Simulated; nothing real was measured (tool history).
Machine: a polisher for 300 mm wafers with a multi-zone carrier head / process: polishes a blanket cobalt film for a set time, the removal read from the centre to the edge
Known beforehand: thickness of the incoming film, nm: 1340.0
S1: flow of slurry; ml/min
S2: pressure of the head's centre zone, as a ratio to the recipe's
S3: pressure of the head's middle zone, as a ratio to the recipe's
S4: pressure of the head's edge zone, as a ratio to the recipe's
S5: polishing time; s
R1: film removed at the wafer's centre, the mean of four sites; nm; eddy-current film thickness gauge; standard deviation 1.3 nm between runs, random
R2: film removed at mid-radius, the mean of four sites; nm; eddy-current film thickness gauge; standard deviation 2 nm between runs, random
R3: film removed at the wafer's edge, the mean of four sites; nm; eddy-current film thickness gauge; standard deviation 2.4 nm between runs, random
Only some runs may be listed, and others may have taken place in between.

| run | hour | S1 | S2 | S3 | S4 | S5 | R1 | R2 | R3 |
|---|---|---|---|---|---|---|---|---|---|
| 1 | 0 | 150 | 1 | 1 | 1 | 89 | 227.85 | 221.36 | 223.29 |
| 2 | 6.7 | 135 | 1 | 1 | 1 | 89 | 221.3 | 214.29 | 220.83 |
| 3 | 11.1 | 135 | 1 | 0.97 | 1 | 89 | 222.35 | 211.07 | 223.58 |
| 4 | 12.2 | 150 | 1 | 0.97 | 1 | 89 | 229.85 | 216.58 | 223.8 |
| 5 | 14.6 | 150 | 1 | 0.97 | 1.08 | 89 | 228.93 | 219.64 | 227.78 |
| 6 | 19.9 | 150 | 1.06 | 0.97 | 1.08 | 89 | 240.12 | 214.95 | 232.79 |
| 7 | 21.1 | 160 | 1.05 | 0.97 | 1.04 | 86 | 233.2 | 211.34 | 220.69 |
| 8 | 24.9 | 165 | 1.04 | 0.97 | 1.01 | 83 | 223.41 | 203.62 | 213.03 |
| 9 | 26.9 | 170 | 1.04 | 0.99 | 0.98 | 81 | 223.05 | 206.15 | 203.97 |
| 10 | 34.3 | 170 | 1.04 | 0.99 | 0.98 | 81 | 220.95 | 201.81 | 204.41 |
| 11 | 39.4 | 170 | 1.04 | 1 | 0.96 | 79 | 214.78 | 199.62 | 194.09 |
| 12 | 46.2 | 165 | 1.04 | 1.01 | 0.94 | 78 | 209.87 | 200.2 | 189.35 |

What will run 13 give?
| 13 | 49.1 | 160 | 1.04 | 1.01 | 0.92 | 78 | ? | ? | ? |

R1: 209.35 nm
R2: 196.38 nm
R3: 191.06 nm
